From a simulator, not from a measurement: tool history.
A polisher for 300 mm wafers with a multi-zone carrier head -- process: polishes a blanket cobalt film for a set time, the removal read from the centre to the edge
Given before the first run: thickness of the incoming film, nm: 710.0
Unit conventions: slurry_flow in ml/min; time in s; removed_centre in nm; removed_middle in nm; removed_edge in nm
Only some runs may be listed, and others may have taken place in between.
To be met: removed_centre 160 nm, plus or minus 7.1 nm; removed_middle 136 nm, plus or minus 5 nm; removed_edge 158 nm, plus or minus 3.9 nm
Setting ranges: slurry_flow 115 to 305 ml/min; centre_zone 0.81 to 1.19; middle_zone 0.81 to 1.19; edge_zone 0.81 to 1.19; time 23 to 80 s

| run | hour | slurry_flow | centre_zone | middle_zone | edge_zone | time | removed_centre | removed_middle | removed_edge |
|---|---|---|---|---|---|---|---|---|---|
| 1 | 0 | 195 | 1 | 1 | 1 | 51 | 221.78 | 225.06 | 236.11 |
| 2 | 6.6 | 185 | 1.01 | 0.95 | 0.96 | 46 | 203.55 | 200.14 | 208.77 |
| 3 | 9.3 | 185 | 1.05 | 0.95 | 0.96 | 46 | 213.46 | 199.01 | 205.43 |
| 4 | 12.8 | 185 | 1.05 | 0.9 | 0.96 | 46 | 208.42 | 193.47 | 209.05 |
| 5 | 17.5 | 175 | 1.07 | 0.87 | 0.97 | 42 | 194.88 | 171.6 | 187.75 |
| 6 | 21.6 | 165 | 1.07 | 0.85 | 0.98 | 40 | 185.04 | 158.76 | 178.05 |
| 7 | 30.2 | 155 | 1.06 | 0.84 | 0.98 | 39 | 172.93 | 150.4 | 173.3 |
| 8 | 31.6 | 145 | 1.06 | 0.83 | 0.97 | 38 | 164.63 | 142.11 | 166.46 |
| 9 | 40.4 | 140 | 1.07 | 0.83 | 0.96 | 38 | 165.87 | 143.2 | 166.28 |
| 10 | 43.2 | 130 | 1.07 | 0.81 | 0.92 | 36 | 154.27 | 129.73 | 151.89 |
| 11 | 48.3 | 135 | 1.07 | 0.81 | 0.93 | 36 | 154.88 | 133.03 | 154.11 |

4 candidate next runs follow, results not yet known. Just one meets every target within its allowed miss. Identify it.
| A | 53.4 | 140 | 1.08 | 0.89 | 0.81 | 36 | ? | ? | ? |
| B | 53.4 | 150 | 1.12 | 0.86 | 0.92 | 34 | ? | ? | ? |
| C | 53.4 | 150 | 1.07 | 0.82 | 0.98 | 36 | ? | ? | ? |
| D | 53.4 | 120 | 1 | 0.82 | 0.96 | 38 | ? | ? | ? |

| move | removed_centre | removed_middle | removed_edge |
|---|---|---|---|
| A | 158.85 | 139.08 | 149.25 |
| B | 158.41 | 130.55 | 148.45 |
| C | 160.15 | 134.22 | 160.62 |
| D | 148.1 | 133.94 | 161.81 |
A: lands further from the targets than the last run did
B: lands further from the targets than the last run did
C: all results land within tolerance of their targets
D: brings the result that was furthest off to its target, and leaves another outside
Go with C: it meets all targets.

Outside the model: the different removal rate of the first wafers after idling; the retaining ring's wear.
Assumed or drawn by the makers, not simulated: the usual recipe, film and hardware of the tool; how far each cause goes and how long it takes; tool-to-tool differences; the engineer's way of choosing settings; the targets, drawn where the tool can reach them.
